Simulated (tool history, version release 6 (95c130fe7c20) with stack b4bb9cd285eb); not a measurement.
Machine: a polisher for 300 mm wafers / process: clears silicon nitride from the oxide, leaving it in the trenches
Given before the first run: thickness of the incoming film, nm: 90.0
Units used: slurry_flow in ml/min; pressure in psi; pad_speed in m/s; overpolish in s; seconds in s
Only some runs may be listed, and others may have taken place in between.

run    day  slurry_flow  pressure  pad_speed  overpolish  seconds
  1      0          175       3.1       1.14          47   70.512
  2  0.121          175       3.1       1.14          50   70.072
  3  0.225          175       3.7       1.14          50   62.251
  4  0.275          175       3.5       1.12          50   65.535
  5  0.512          175       3.3        1.1          50   70.309
  6  0.762          175       3.1       1.08          50   76.406
  7  1.046          175         3       1.08          50   77.835

Expected results for the next run?
  8  1.142          175       2.9       1.08          50        ?

Run 8 produced seconds 78.983 s.
